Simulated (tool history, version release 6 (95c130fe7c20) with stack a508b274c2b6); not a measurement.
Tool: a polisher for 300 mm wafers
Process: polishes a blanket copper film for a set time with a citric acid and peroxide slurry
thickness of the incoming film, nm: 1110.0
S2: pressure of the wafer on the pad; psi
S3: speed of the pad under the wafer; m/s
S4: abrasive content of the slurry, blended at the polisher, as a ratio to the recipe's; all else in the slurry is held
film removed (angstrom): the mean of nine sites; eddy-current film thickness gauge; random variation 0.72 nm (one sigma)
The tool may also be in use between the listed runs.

run 1 day=0 | flow_of_slurry_(ml/min)=265 S2=3.2 S3=1.06 S4=1 polishing_time_(s)=34 | film_removed_(angstrom)=968.37
run 2 day=0.217 | flow_of_slurry_(ml/min)=265 S2=3.8 S3=1.06 S4=1 polishing_time_(s)=34 | film_removed_(angstrom)=1166.6
run 3 day=0.475 | flow_of_slurry_(ml/min)=265 S2=3.4 S3=1.06 S4=1 polishing_time_(s)=34 | film_removed_(angstrom)=1039
run 4 day=0.546 | flow_of_slurry_(ml/min)=265 S2=4.1 S3=1.06 S4=1 polishing_time_(s)=34 | film_removed_(angstrom)=1234.2
run 5 day=0.883 | flow_of_slurry_(ml/min)=215 S2=4.1 S3=1.06 S4=1 polishing_time_(s)=34 | film_removed_(angstrom)=1193.1
run 6 day=1.217 | flow_of_slurry_(ml/min)=280 S2=4.1 S3=1.06 S4=1 polishing_time_(s)=34 | film_removed_(angstrom)=1223.4

Forecast run 7:
run 7 day=1.238 | flow_of_slurry_(ml/min)=280 S2=3.6 S3=1.02 S4=1 polishing_time_(s)=34 | film_removed_(angstrom)=?

{"run 7": {"film removed (angstrom)": 1069.6}}
